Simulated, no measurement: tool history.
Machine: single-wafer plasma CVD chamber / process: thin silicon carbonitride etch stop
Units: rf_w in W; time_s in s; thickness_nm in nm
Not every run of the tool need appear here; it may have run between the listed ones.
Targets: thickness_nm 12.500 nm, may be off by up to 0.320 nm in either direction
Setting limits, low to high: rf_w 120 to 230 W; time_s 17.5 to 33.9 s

run 1 hour=0.0 | rf_w=175 time_s=25.7 | thickness_nm=13.851
run 2 hour=4.0 | rf_w=165 time_s=25.7 | thickness_nm=13.562
run 3 hour=9.9 | rf_w=165 time_s=28.1 | thickness_nm=14.844
run 4 hour=17.7 | rf_w=165 time_s=29.7 | thickness_nm=15.683
run 5 hour=22.8 | rf_w=155 time_s=28.0 | thickness_nm=14.514
run 6 hour=24.4 | rf_w=150 time_s=26.9 | thickness_nm=13.623
run 7 hour=26.9 | rf_w=145 time_s=26.6 | thickness_nm=13.470
run 8 hour=34.9 | rf_w=140 time_s=26.2 | thickness_nm=13.028
run 9 hour=40.5 | rf_w=135 time_s=26.1 | thickness_nm=12.861

Pick the move, out of 4, that brings all results within their allowed miss; only one does.
run A hour=46.1 | rf_w=150 time_s=24.3 | thickness_nm=?
run B hour=46.1 | rf_w=130 time_s=24.5 | thickness_nm=?
run C hour=46.1 | rf_w=150 time_s=26.6 | thickness_nm=?
run D hour=46.1 | rf_w=145 time_s=26.5 | thickness_nm=?

move=A thickness_nm=12.484
move=B thickness_nm=11.962
move=C thickness_nm=13.665
move=D thickness_nm=13.453
A: meets every target
B: moves the result that the last run missed by most past its target, out the other side
C: the biggest miss grows against the last run
D: the biggest miss grows against the last run
Correct choice: A, which meets every target
